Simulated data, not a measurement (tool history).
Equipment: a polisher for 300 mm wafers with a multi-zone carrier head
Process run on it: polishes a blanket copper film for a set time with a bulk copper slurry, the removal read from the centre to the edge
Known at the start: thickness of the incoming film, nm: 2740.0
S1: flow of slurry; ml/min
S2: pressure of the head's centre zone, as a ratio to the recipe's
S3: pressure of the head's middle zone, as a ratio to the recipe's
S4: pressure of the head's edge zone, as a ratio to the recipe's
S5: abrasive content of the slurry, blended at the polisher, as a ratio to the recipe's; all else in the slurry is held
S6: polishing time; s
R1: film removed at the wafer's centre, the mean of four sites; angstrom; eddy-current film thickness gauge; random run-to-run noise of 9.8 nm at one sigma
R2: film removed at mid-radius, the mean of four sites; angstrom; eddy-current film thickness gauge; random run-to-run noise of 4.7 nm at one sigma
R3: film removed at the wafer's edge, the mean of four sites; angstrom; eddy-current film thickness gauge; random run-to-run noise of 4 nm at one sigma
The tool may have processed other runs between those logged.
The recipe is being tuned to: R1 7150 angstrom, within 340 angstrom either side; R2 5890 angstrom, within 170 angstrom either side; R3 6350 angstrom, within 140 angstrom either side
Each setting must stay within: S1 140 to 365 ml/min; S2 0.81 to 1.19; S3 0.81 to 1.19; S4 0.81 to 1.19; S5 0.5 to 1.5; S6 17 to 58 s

Run 1, hour 0: S1 235 ml/min, S2 1, S3 1, S4 1, S5 1, S6 37 s. Result: R1 4802.5 angstrom, R2 4617.4 angstrom, R3 4743 angstrom.
Run 2, hour 6.6: S1 235 ml/min, S2 1, S3 1, S4 1, S5 1, S6 33 s. Result: R1 4327.3 angstrom, R2 4119.5 angstrom, R3 4298.9 angstrom.
Run 3, hour 14.3: S1 235 ml/min, S2 1.06, S3 1, S4 1, S5 1, S6 33 s. Result: R1 4615.3 angstrom, R2 4136.1 angstrom, R3 4251.1 angstrom.
Run 4, hour 16.2: S1 250 ml/min, S2 1.09, S3 1, S4 1.05, S5 1.15, S6 35 s. Result: R1 5092.9 angstrom, R2 4541.3 angstrom, R3 4774.9 angstrom.
Run 5, hour 24.2: S1 250 ml/min, S2 1.09, S3 1.07, S4 1.05, S5 1.15, S6 35 s. Result: R1 4995.4 angstrom, R2 4768 angstrom, R3 4730.4 angstrom.
Run 6, hour 27.9: S1 250 ml/min, S2 1.09, S3 1.07, S4 1.05, S5 1.35, S6 35 s. Result: R1 5162.3 angstrom, R2 4929.8 angstrom, R3 4951.9 angstrom.
Run 7, hour 32.2: S1 265 ml/min, S2 1.12, S3 1.05, S4 1.07, S5 1.4, S6 37 s. Result: R1 5807.7 angstrom, R2 5259.2 angstrom, R3 5399.4 angstrom.
Run 8, hour 38.1: S1 325 ml/min, S2 1.19, S3 1.04, S4 1.17, S5 1.5, S6 40 s. Result: R1 6905.2 angstrom, R2 5815.9 angstrom, R3 6207.3 angstrom.

Pick the move, out of 5, that brings all results within their allowed miss; only one does.
Run A, hour 44: S1 315 ml/min, S2 1.13, S3 0.99, S4 1.19, S5 1.5, S6 40 s. Result: R1 ?, R2 ?, R3 ?.
Run B, hour 44: S1 300 ml/min, S2 1.18, S3 1.02, S4 1.13, S5 1.4, S6 41 s. Result: R1 ?, R2 ?, R3 ?.
Run C, hour 44: S1 330 ml/min, S2 1.16, S3 1.1, S4 1.17, S5 1.5, S6 39 s. Result: R1 ?, R2 ?, R3 ?.
Run D, hour 44: S1 340 ml/min, S2 1.19, S3 1.02, S4 1.19, S5 1.5, S6 41 s. Result: R1 ?, R2 ?, R3 ?.
Run E, hour 44: S1 365 ml/min, S2 1.17, S3 0.97, S4 1.1, S5 1.5, S6 39 s. Result: R1 ?, R2 ?, R3 ?.

move      R1      R2      R3
   A  6588.2    5567  6160.4
   B  6865.7  5740.7  6063.4
   C  6601.4  5961.7  5973.6
   D  7106.1    5892  6346.2
   E  6707.1  5405.6  5868.5
A: moves away from the targets compared with the last run
B: moves away from the targets compared with the last run
C: moves away from the targets compared with the last run
D: each result inside its tolerance
E: moves away from the targets compared with the last run
D meets every target.
